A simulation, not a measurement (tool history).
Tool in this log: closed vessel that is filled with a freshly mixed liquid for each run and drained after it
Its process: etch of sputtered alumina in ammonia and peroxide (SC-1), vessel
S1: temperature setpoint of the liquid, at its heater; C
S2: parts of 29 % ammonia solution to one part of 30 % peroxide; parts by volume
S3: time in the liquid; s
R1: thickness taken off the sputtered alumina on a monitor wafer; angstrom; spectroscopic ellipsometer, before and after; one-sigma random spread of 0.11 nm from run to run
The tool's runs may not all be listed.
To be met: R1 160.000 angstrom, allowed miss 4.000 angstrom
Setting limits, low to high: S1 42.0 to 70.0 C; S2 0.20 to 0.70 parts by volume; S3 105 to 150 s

run	hour	S1	S2	S3	R1
1	0.0	58.0	0.40	150	125.160
2	6.4	59.0	0.40	150	132.920
3	9.7	60.0	0.40	150	141.310
4	13.7	60.0	0.40	105	97.155
5	19.5	60.0	0.40	105	98.385
6	27.2	62.5	0.45	115	123.170
7	33.2	64.0	0.45	115	131.700
8	41.4	65.0	0.45	115	140.150
9	49.2	65.5	0.45	115	144.820
10	56.9	66.0	0.45	115	145.770
11	58.7	66.5	0.45	115	150.520
12	60.0	67.0	0.45	115	154.260

Exercise: of the 4 proposed moves below, exactly one satisfies all targets within the stated allowed misses. Which move is it?
A	61.3	69.5	0.45	105	?
B	61.3	68.5	0.30	110	?
C	61.3	68.5	0.40	105	?
D	61.3	68.0	0.45	105	?

move	R1
A	158.860
B	152.630
C	149.700
D	147.740
A: all results land within tolerance of their targets
B: lands further from the targets than the last run did
C: lands further from the targets than the last run did
D: lands further from the targets than the last run did
Move A is the one to make.
